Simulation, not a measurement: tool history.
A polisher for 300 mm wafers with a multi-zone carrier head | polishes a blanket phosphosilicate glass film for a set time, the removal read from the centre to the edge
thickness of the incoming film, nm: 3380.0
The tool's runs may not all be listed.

| run | day | flow of slurry (ml/min) | pressure of the head's centre zone | pressure of the head's middle zone | pressure of the head's edge zone | abrasive content of the slurry | polishing time (s) | film removed at the wafer's centre (angstrom) | film removed at mid-radius (angstrom) | film removed at the wafer's edge (angstrom) |
|---|---|---|---|---|---|---|---|---|---|---|
| 1 | 0.000 | 140 | 1.00 | 1.00 | 1.00 | 1.00 | 36 | 3133.7 | 3102.6 | 3242.7 |
| 2 | 0.054 | 140 | 1.00 | 1.00 | 1.04 | 1.00 | 36 | 3115.9 | 3066.0 | 3276.0 |
| 3 | 0.246 | 140 | 1.00 | 0.93 | 1.04 | 1.00 | 36 | 3049.3 | 2931.8 | 3281.9 |
| 4 | 0.450 | 175 | 1.00 | 0.93 | 1.04 | 1.00 | 36 | 3258.7 | 3020.5 | 3375.5 |
| 5 | 0.525 | 165 | 0.97 | 0.91 | 1.02 | 0.90 | 35 | 2859.4 | 2706.2 | 3030.8 |
|  | 0.833 | edge zone pressure recalibrated |
| 6 | 0.833 | 165 | 0.97 | 0.91 | 1.02 | 0.90 | 30 | 2423.8 | 2280.5 | 2538.2 |
| 7 | 0.904 | 155 | 0.94 | 0.89 | 1.00 | 0.90 | 30 | 2343.3 | 2224.7 | 2484.9 |
| 8 | 1.217 | 145 | 0.91 | 0.89 | 1.00 | 0.85 | 30 | 2113.0 | 2125.9 | 2362.4 |
| 9 | 1.512 | 135 | 0.90 | 0.88 | 1.00 | 0.85 | 30 | 2062.5 | 2072.9 | 2313.4 |
| 10 | 1.704 | 125 | 0.89 | 0.88 | 1.00 | 0.85 | 30 | 2001.3 | 2067.6 | 2319.7 |
| 11 | 2.058 | 120 | 0.88 | 0.87 | 0.99 | 0.85 | 30 | 1955.2 | 1953.5 | 2250.6 |
| 12 | 2.275 | 120 | 0.88 | 0.87 | 0.99 | 0.85 | 30 | 1968.2 | 1962.4 | 2324.2 |
| 13 | 2.300 | 90 | 0.83 | 0.90 | 0.92 | 0.80 | 30 | 1629.6 | 1811.0 | 2017.8 |

The next listed run, before its measurement:
| 14 | 2.512 | 95 | 0.83 | 0.90 | 0.93 | 0.80 | 30 | ? | ? | ? |

Run 14 gave film removed at the wafer's centre (angstrom) 1663.4, film removed at mid-radius (angstrom) 1844.5, film removed at the wafer's edge (angstrom) 2030.0.
